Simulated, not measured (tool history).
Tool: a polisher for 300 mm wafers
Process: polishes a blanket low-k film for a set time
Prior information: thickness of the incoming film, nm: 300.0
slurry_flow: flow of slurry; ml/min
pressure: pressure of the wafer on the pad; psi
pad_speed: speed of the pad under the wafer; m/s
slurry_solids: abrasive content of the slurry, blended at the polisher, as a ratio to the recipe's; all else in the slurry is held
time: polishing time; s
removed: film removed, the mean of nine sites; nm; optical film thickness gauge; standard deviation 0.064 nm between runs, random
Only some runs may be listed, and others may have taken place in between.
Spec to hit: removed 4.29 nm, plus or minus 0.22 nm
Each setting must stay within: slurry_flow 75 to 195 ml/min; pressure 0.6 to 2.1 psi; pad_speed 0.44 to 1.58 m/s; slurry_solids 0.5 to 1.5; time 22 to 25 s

Run 1, hour 0: slurry_flow 125 ml/min, pressure 1.3 psi, pad_speed 1 m/s, slurry_solids 1, time 25 s. Result: removed 6.4086 nm.
Run 2, hour 2.2: slurry_flow 125 ml/min, pressure 1.3 psi, pad_speed 1 m/s, slurry_solids 1.15, time 25 s. Result: removed 6.7875 nm.
Run 3, hour 6.3: slurry_flow 125 ml/min, pressure 1.2 psi, pad_speed 1 m/s, slurry_solids 1.15, time 25 s. Result: removed 6.5722 nm.
Run 4, hour 10: slurry_flow 125 ml/min, pressure 1.1 psi, pad_speed 0.98 m/s, slurry_solids 1.15, time 25 s. Result: removed 6.0542 nm.
Run 5, hour 12: slurry_flow 110 ml/min, pressure 1.1 psi, pad_speed 0.98 m/s, slurry_solids 1.15, time 25 s. Result: removed 5.963 nm.
Run 6, hour 13: slurry_flow 110 ml/min, pressure 1 psi, pad_speed 0.96 m/s, slurry_solids 1.15, time 25 s. Result: removed 5.5999 nm.
Run 7, hour 16.4: slurry_flow 110 ml/min, pressure 0.9 psi, pad_speed 0.94 m/s, slurry_solids 1.15, time 25 s. Result: removed 5.2382 nm.
Run 8, hour 22.6: slurry_flow 110 ml/min, pressure 0.9 psi, pad_speed 0.92 m/s, slurry_solids 1.15, time 25 s. Result: removed 5.0195 nm.

4 candidate next runs follow, results not yet known. Just one meets every target within its allowed miss. Identify it.
Run A, hour 28.8: slurry_flow 95 ml/min, pressure 0.9 psi, pad_speed 1.04 m/s, slurry_solids 1.2, time 25 s. Result: removed ?.
Run B, hour 28.8: slurry_flow 115 ml/min, pressure 1.1 psi, pad_speed 0.92 m/s, slurry_solids 1.2, time 24 s. Result: removed ?.
Run C, hour 28.8: slurry_flow 115 ml/min, pressure 0.8 psi, pad_speed 0.92 m/s, slurry_solids 1.25, time 22 s. Result: removed ?.
Run D, hour 28.8: slurry_flow 130 ml/min, pressure 1 psi, pad_speed 1.02 m/s, slurry_solids 1.15, time 25 s. Result: removed ?.

move  removed
   A   5.4951
   B   5.5523
   C   4.3814
   D   6.0051
A: the biggest miss grows against the last run
B: the biggest miss grows against the last run
C: hits every target within its allowed miss
D: the biggest miss grows against the last run
Correct choice: C, which meets every target
